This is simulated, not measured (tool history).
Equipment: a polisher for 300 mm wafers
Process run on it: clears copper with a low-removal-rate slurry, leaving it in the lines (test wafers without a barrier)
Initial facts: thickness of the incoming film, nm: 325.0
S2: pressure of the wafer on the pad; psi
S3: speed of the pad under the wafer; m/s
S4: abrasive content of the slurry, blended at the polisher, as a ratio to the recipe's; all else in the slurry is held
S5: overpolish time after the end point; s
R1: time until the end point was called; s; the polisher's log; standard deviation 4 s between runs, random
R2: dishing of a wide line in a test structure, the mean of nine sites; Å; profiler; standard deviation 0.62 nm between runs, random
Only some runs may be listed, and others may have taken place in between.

run 1 hour=0 | flow_of_slurry_(ml/min)=285 S2=3.3 S3=1 S4=1 S5=24 | R1=132.7 R2=392.79
run 2 hour=1 | flow_of_slurry_(ml/min)=285 S2=2.9 S3=0.98 S4=1 S5=27 | R1=141.21 R2=391.86
run 3 hour=5.8 | flow_of_slurry_(ml/min)=250 S2=2.9 S3=0.98 S4=1 S5=27 | R1=150.35 R2=388.08
run 4 hour=14.6 | flow_of_slurry_(ml/min)=250 S2=2.9 S3=0.98 S4=1 S5=19 | R1=154.33 R2=297.96
run 5 hour=16.5 | flow_of_slurry_(ml/min)=235 S2=2.6 S3=0.94 S4=1 S5=24 | R1=173.61 R2=320.09
run 6 hour=19.1 | flow_of_slurry_(ml/min)=235 S2=2.6 S3=1.2 S4=1 S5=24 | R1=137.68 R2=368

Run 7 is up next; what results do you expect?
run 7 hour=25 | flow_of_slurry_(ml/min)=240 S2=1.6 S3=1.08 S4=1 S5=35 | R1=? R2=?

{"run 7": {"R1": 220.5, "R2": 348.64}}
